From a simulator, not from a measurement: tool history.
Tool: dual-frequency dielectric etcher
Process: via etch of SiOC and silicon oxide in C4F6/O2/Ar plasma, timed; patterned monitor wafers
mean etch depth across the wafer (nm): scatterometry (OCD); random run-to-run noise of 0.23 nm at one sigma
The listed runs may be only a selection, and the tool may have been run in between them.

run	hour	source power (W)	bias power (W)	etch time (s)	mean etch depth across the wafer (nm)
1	0.0	420	198	53.5	61.150
2	0.9	390	198	53.5	60.060
3	2.5	390	198	49.0	54.970
4	5.8	390	198	53.5	59.582
5	14.3	390	198	53.5	59.536
6	17.5	360	193	53.5	57.856
7	26.2	340	187	53.5	55.749

The next listed run, before its measurement:
8	27.3	330	185	53.5	?

mean etch depth across the wafer (nm): 55.487

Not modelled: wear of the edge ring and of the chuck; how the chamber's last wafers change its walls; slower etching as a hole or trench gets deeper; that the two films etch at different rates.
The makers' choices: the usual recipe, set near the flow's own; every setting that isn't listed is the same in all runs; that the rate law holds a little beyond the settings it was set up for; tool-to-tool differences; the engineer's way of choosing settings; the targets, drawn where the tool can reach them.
